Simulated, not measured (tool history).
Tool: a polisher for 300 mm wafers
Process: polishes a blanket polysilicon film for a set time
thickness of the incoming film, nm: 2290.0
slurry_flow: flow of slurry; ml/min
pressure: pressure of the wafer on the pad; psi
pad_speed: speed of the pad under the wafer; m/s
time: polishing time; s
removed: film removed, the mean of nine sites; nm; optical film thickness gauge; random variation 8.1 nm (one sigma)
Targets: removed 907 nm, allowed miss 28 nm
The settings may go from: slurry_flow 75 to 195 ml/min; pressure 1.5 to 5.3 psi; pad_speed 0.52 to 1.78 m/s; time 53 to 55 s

run  hour  slurry_flow  pressure  pad_speed  time  removed
  1     0          125       3.4       1.14    53   703.61
  2     5          125       3.4       0.92    53   579.04
  3   8.6          125       3.4       0.92    53   586.65
  4  12.8          125         3       0.92    53   513.54
  5  14.3          125         3       1.16    53    645.2
  6  17.7          150         3       1.16    53   641.84
  7  21.1          150       3.1       1.16    53    679.9
  8  29.7          150       3.2       1.16    53   695.48

5 next moves are on the table. One of them brings every result within its allowed miss. Which?
  A  38.3          155       3.8       1.22    55        ?
  B  38.3          155       4.4       1.12    55        ?
  C  38.3          165       3.1       1.36    55        ?
  D  38.3          175       3.3       1.48    55        ?
  E  38.3          155       3.6       1.42    55        ?

move  removed
   A   905.56
   B   970.94
   C   825.45
   D   953.48
   E    980.5
A: meets every target
B: takes the result that was furthest off past its target
C: nearer than the last run, and not there yet
D: takes the result that was furthest off past its target
E: takes the result that was furthest off past its target
The right move is A.
